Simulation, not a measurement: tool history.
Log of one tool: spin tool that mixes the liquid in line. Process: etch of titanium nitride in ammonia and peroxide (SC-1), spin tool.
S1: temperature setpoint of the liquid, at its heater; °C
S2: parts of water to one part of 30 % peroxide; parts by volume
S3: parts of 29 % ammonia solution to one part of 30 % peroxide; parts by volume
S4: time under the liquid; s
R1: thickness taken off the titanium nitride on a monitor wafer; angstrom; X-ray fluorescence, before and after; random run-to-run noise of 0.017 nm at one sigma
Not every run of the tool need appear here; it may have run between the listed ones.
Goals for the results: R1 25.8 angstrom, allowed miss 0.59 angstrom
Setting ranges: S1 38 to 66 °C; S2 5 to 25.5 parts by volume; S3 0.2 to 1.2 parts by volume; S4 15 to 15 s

run	hour	S1	S2	S3	S4	R1
1	0	50	14.5	0.7	15	13.412
2	4	53	14.5	0.7	15	16.466
3	8.3	53	14.5	0.7	15	16.473
4	12.8	53	14.5	0.7	15	16.596
5	17.6	53	14.5	0.7	15	16.689
6	22.4	46	14.5	0.7	15	10.092
7	28.6	46	14.5	0.7	15	10.205
8	33.5	50	14.5	0.7	15	13.388
9	37.3	53	14.5	0.7	15	16.393
10	42.1	55	14.5	0.7	15	19.252
11	50.4	56	14.5	0.7	15	20.402
12	54.3	57	14.5	0.7	15	21.402
13	54.9	60.5	14.5	0.7	15	27.343

Below are 5 possible settings for the next run. Only one of them brings all results inside the allowed miss of their targets. Which is it?
A	55.5	61.5	16.5	0.7	15	?
B	55.5	61	14.5	0.4	15	?
C	55.5	60.5	16.5	1.05	15	?
D	55.5	60.5	13	0.55	15	?
E	55.5	63	18	0.55	15	?

move	R1
A	27.216
B	25.545
C	27.339
D	27.791
E	27.376
A: gains on the last run, yet a result remains outside its allowed miss
B: each result inside its tolerance
C: just as far off the targets as the last run
D: the biggest miss grows against the last run
E: just as far off the targets as the last run
The move that meets every target is B.
